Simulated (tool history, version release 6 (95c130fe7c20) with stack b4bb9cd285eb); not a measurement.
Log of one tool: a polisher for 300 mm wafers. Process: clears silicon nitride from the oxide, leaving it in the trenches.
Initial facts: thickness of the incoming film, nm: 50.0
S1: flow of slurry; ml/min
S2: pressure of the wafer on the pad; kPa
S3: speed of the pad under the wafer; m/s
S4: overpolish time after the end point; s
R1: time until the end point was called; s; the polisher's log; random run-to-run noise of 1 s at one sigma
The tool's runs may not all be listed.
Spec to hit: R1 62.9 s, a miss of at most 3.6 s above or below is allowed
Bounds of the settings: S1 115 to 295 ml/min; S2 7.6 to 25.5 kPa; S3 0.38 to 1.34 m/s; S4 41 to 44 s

run    day   S1    S2    S3  S4      R1
  1      0  190  16.5  0.86  41  98.732
  2  0.071  190  17.9  0.86  41  90.076
  3  0.325  230  17.9  0.86  41   87.91
  4  0.483  230  18.6  0.86  41   85.54
  5  0.733  230  19.3  0.86  41  83.399
  6  1.042  230  19.3  0.86  44  83.632
     1.379  -- slurry nozzle cleaned
  7  1.379  230    20  0.86  44  77.261
  8   1.55  230    20  0.86  44  75.841
  9  1.592  230  20.7  0.86  44  72.392
 10  1.938  230  21.4  0.86  44  70.518

Exercise: of the 4 proposed moves below, exactly one satisfies all targets within the stated allowed misses. Which move is it?
  A  2.283  270  17.9  1.02  43   ?
  B  2.283  195  20.7  1.02  41   ?
  C  2.283  195    20   0.9  44   ?
  D  2.283  220  24.1  0.98  44   ?

move      R1
   A    70.2
   B  63.342
   C  73.688
   D  55.754
A: just as far off the targets as the last run
B: each result inside its tolerance
C: its largest miss is bigger than the last run's
D: pushes the last run's worst result past its target
The move that meets every target is B.
